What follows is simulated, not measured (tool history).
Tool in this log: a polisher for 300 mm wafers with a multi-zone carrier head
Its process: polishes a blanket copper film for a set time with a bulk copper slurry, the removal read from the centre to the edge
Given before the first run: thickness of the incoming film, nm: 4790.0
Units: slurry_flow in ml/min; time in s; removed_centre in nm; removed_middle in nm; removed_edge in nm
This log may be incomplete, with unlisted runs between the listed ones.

run	hour	slurry_flow	centre_zone	middle_zone	edge_zone	slurry_solids	time	removed_centre	removed_middle	removed_edge
1	0.0	265	1.00	1.00	1.00	1.00	71	817.58	831.89	797.04
2	0.6	265	1.00	1.00	1.00	1.00	62	709.94	730.51	689.45
3	6.1	265	1.00	1.00	1.05	1.00	62	711.95	728.79	717.44
4	7.2	265	1.04	1.00	1.05	1.00	62	751.89	735.79	707.46
5	9.9	265	1.04	1.00	0.97	1.00	62	760.78	717.66	685.25
6	15.2	265	1.04	0.94	0.97	1.00	62	744.72	688.25	685.82
7	23.0	340	1.06	1.04	1.07	1.25	82	1095.30	1075.00	1039.00

Predict the results of run 8:
8	27.4	345	1.09	1.09	1.08	1.35	83	?	?	?

removed_centre: 1158.90 nm
removed_middle: 1152.10 nm
removed_edge: 1090.60 nm

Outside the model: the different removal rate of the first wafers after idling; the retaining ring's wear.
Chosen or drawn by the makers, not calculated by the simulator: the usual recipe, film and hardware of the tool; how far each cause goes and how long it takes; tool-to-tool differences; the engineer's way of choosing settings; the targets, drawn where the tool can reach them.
